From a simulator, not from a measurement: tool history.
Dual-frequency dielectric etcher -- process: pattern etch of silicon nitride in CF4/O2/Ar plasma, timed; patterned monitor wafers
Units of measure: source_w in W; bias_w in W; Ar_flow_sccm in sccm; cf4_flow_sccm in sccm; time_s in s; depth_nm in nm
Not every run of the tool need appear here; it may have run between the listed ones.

run,hour,source_w,bias_w,Ar_flow_sccm,cf4_flow_sccm,time_s,depth_nm
1,0,550,38,76,103,87.5,157.66
2,2.9,580,38,76,103,87.5,168.2
3,8.4,600,38,76,103,87.5,174.12
4,10.5,610,38,76,103,87.5,176.78
5,16.8,610,38,76,103,87.5,176.85
6,19.1,610,38,76,114,87.5,180.23
7,28,620,38,76,114,87.5,181.75
8,36.2,620,38,76,114,87.5,182.65
9,38.8,630,38,76,114,87.5,185.56

Forecast run 10:
10,44.4,640,38,76,114,87.5,?

depth_nm: 185.66 nm
